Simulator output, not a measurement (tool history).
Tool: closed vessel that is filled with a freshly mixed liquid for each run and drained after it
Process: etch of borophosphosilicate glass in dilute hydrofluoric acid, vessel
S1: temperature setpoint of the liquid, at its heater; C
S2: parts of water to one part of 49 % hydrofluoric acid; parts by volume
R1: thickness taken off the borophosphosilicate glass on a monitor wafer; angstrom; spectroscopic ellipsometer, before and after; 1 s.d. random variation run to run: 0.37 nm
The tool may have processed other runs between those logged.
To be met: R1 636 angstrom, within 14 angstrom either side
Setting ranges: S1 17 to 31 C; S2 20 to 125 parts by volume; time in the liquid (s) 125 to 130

run 1 hour=0 | S1=23 S2=70 time_in_the_liquid_(s)=125 | R1=934.06
run 2 hour=7.3 | S1=22 S2=70 time_in_the_liquid_(s)=125 | R1=893.12
run 3 hour=10.8 | S1=22 S2=70 time_in_the_liquid_(s)=130 | R1=935.16
run 4 hour=14.5 | S1=24.5 S2=70 time_in_the_liquid_(s)=130 | R1=1017.7
run 5 hour=19.3 | S1=23 S2=75 time_in_the_liquid_(s)=130 | R1=890.81
run 6 hour=27.6 | S1=22 S2=75 time_in_the_liquid_(s)=130 | R1=850.52
run 7 hour=35 | S1=21 S2=75 time_in_the_liquid_(s)=130 | R1=823.52
run 8 hour=44.3 | S1=20 S2=75 time_in_the_liquid_(s)=130 | R1=790.11
run 9 hour=46.2 | S1=19.5 S2=75 time_in_the_liquid_(s)=130 | R1=777
run 10 hour=53.7 | S1=19 S2=75 time_in_the_liquid_(s)=130 | R1=759.43
run 11 hour=55 | S1=18.5 S2=75 time_in_the_liquid_(s)=130 | R1=747.91
run 12 hour=58.2 | S1=18 S2=75 time_in_the_liquid_(s)=130 | R1=728.22
run 13 hour=62.9 | S1=17.5 S2=80 time_in_the_liquid_(s)=130 | R1=655.87

Which one of the following 5 next-run settings gets every result inside its allowed miss? There is exactly one.
run A hour=67.6 | S1=17 S2=75 time_in_the_liquid_(s)=125 | R1=?
run B hour=67.6 | S1=17.5 S2=80 time_in_the_liquid_(s)=125 | R1=?
run C hour=67.6 | S1=18.5 S2=80 time_in_the_liquid_(s)=125 | R1=?
run D hour=67.6 | S1=19 S2=90 time_in_the_liquid_(s)=125 | R1=?
run E hour=67.6 | S1=17 S2=85 time_in_the_liquid_(s)=130 | R1=?

move=A R1=665.76
move=B R1=634.17
move=C R1=661.59
move=D R1=593.92
move=E R1=604.43
A: lands further from the targets than the last run did
B: all results in spec
C: lands further from the targets than the last run did
D: carries the result that was furthest off beyond its target, to the other side
E: carries the result that was furthest off beyond its target, to the other side
The move that meets every target is B.
